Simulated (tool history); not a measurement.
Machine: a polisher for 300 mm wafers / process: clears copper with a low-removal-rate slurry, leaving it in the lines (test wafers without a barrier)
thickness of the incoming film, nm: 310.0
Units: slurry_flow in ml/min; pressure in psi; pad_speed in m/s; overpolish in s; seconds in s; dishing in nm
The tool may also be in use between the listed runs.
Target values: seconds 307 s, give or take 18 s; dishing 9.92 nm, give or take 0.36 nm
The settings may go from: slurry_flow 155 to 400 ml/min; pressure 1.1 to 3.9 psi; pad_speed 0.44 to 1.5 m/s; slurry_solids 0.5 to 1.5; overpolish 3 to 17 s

run	hour	slurry_flow	pressure	pad_speed	slurry_solids	overpolish	seconds	dishing
1	0	255	2.5	0.96	1	9	116.51	18.27
2	1.2	255	2.3	0.92	1	9	128.12	16.144
3	6.8	255	2.3	0.72	1	9	163.25	12.735
4	9.6	250	2.2	0.7	1	9	178.45	11.785
5	13.1	250	2.2	0.7	1	12	179.58	15.561
6	20.6	250	2.2	0.7	1	10	177.53	12.855
7	28	245	2.1	0.7	1	10	190.43	12.571
8	33.4	240	2	0.7	1	10	195.47	11.855
9	40.5	235	1.9	0.7	1	10	213.11	11.403
10	48.6	195	1.2	0.72	1	12	316.4	9.0416
11	54.9	195	1.2	0.72	1	12	324.35	8.9119
12	57.9	200	1.2	0.72	1	12	319.34	8.89
13	64.7	210	1.2	0.72	1	12	306.32	8.8471

Pick the move, out of 5, that brings all results within their allowed miss; only one does.
A	71.5	250	1.5	0.64	1.05	11	?	?
B	71.5	230	1.6	0.54	1	10	?	?
C	71.5	250	1.2	0.7	0.95	11	?	?
D	71.5	185	1.4	0.64	1.15	13	?	?
E	71.5	200	1.4	0.62	1.1	12	?	?

move	seconds	dishing
A	285.65	9.4224
B	321.53	7.6678
C	328.84	8.1932
D	313.66	10.101
E	321.6	9.1292
A: closer than the last run, but not yet in spec
B: the biggest miss grows against the last run
C: the biggest miss grows against the last run
D: hits every target within its allowed miss
E: closer than the last run, but not yet in spec
D is the move that brings every result within its allowed miss.

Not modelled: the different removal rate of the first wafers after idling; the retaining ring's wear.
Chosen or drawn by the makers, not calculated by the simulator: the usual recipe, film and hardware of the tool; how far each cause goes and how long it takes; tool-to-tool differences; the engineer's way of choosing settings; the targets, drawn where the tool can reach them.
